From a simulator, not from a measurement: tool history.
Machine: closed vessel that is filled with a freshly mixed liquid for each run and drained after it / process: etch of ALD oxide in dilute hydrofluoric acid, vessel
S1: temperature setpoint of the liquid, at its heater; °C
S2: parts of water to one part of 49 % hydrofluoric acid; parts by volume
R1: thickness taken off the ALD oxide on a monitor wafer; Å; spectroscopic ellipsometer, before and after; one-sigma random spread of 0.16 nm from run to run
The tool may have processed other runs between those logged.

Run 1, day 0.000: S1 21.0 °C, S2 300 parts by volume, time in the liquid (s) 1590. Result: R1 401.70 Å.
Run 2, day 0.317: S1 21.0 °C, S2 300 parts by volume, time in the liquid (s) 1590. Result: R1 415.19 Å.
Run 3, day 0.454: S1 18.0 °C, S2 300 parts by volume, time in the liquid (s) 1590. Result: R1 361.98 Å.
Run 4, day 0.517: S1 21.5 °C, S2 300 parts by volume, time in the liquid (s) 1590. Result: R1 414.53 Å.
Run 5, day 0.808: S1 21.5 °C, S2 345 parts by volume, time in the liquid (s) 1590. Result: R1 343.87 Å.
Run 6, day 0.838: S1 21.5 °C, S2 415 parts by volume, time in the liquid (s) 1590. Result: R1 267.94 Å.
Run 7, day 1.075: S1 20.5 °C, S2 425 parts by volume, time in the liquid (s) 1590. Result: R1 256.39 Å.
Run 8, day 1.162: S1 19.5 °C, S2 435 parts by volume, time in the liquid (s) 1590. Result: R1 236.81 Å.
Run 9, day 1.288: S1 19.0 °C, S2 440 parts by volume, time in the liquid (s) 1590. Result: R1 228.83 Å.

Run 10 has not been measured yet. What should we expect?
Run 10, day 1.338: S1 18.5 °C, S2 445 parts by volume, time in the liquid (s) 1590. Result: R1 ?.

Run 10 produced R1 219.18 Å.

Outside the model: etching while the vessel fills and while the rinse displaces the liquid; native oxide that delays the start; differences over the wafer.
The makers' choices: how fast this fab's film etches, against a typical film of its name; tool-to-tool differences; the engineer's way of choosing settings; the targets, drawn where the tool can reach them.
